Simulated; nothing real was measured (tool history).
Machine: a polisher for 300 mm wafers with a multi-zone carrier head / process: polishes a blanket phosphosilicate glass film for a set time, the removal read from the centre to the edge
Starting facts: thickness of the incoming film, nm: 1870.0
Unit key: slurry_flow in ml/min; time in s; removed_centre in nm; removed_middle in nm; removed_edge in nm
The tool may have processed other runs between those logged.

| run | hour | slurry_flow | centre_zone | middle_zone | edge_zone | slurry_solids | time | removed_centre | removed_middle | removed_edge |
|---|---|---|---|---|---|---|---|---|---|---|
| 1 | 0.0 | 175 | 1.00 | 1.00 | 1.00 | 1.00 | 60 | 251.18 | 258.62 | 262.00 |
| 2 | 8.2 | 175 | 1.00 | 1.00 | 1.00 | 0.85 | 60 | 234.51 | 242.12 | 246.14 |
| 3 | 11.5 | 175 | 1.00 | 1.07 | 1.00 | 0.85 | 60 | 237.34 | 254.61 | 243.62 |
| 4 | 15.0 | 175 | 1.00 | 1.01 | 1.00 | 0.85 | 60 | 235.83 | 246.04 | 249.86 |
| 5 | 19.0 | 180 | 1.00 | 1.01 | 1.02 | 0.90 | 61 | 246.35 | 252.03 | 257.00 |
| 6 | 19.9 | 180 | 1.00 | 1.01 | 1.06 | 0.90 | 61 | 243.93 | 256.05 | 262.12 |
| 7 | 22.1 | 180 | 1.01 | 1.01 | 1.07 | 0.95 | 62 | 259.17 | 262.59 | 273.45 |
| 8 | 22.9 | 180 | 1.01 | 1.02 | 1.08 | 1.00 | 63 | 266.53 | 271.31 | 277.80 |
| 9 | 25.1 | 180 | 1.01 | 1.02 | 1.09 | 1.05 | 64 | 275.31 | 286.29 | 295.81 |

For run 10, what comes out?
| 10 | 30.9 | 230 | 1.11 | 1.09 | 1.19 | 1.30 | 64 | ? | ? | ? |

{"run 10": {"removed_centre": 336.81, "removed_middle": 329.44, "removed_edge": 336.9}}
